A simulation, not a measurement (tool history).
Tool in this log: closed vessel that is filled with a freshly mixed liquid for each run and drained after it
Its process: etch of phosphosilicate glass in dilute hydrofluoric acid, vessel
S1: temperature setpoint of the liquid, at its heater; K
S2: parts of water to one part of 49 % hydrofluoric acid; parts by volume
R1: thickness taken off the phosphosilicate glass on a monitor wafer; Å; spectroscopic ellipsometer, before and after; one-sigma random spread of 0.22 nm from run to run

run 1 hour=0.0 | S1=298.15 S2=245 time_in_the_liquid_(s)=30 | R1=198.33
run 2 hour=4.2 | S1=298.15 S2=245 time_in_the_liquid_(s)=30 | R1=197.77
run 3 hour=9.0 | S1=299.15 S2=240 time_in_the_liquid_(s)=30 | R1=213.04
run 4 hour=11.8 | S1=299.65 S2=235 time_in_the_liquid_(s)=30 | R1=217.59
run 5 hour=13.9 | S1=302.65 S2=235 time_in_the_liquid_(s)=30 | R1=247.71
run 6 hour=19.2 | S1=303.15 S2=230 time_in_the_liquid_(s)=30 | R1=256.73
run 7 hour=24.5 | S1=306.15 S2=180 time_in_the_liquid_(s)=30 | R1=386.35

What will run 8 give?
run 8 hour=27.1 | S1=304.65 S2=180 time_in_the_liquid_(s)=30 | R1=?

Run 8 produced R1 363.16 Å.
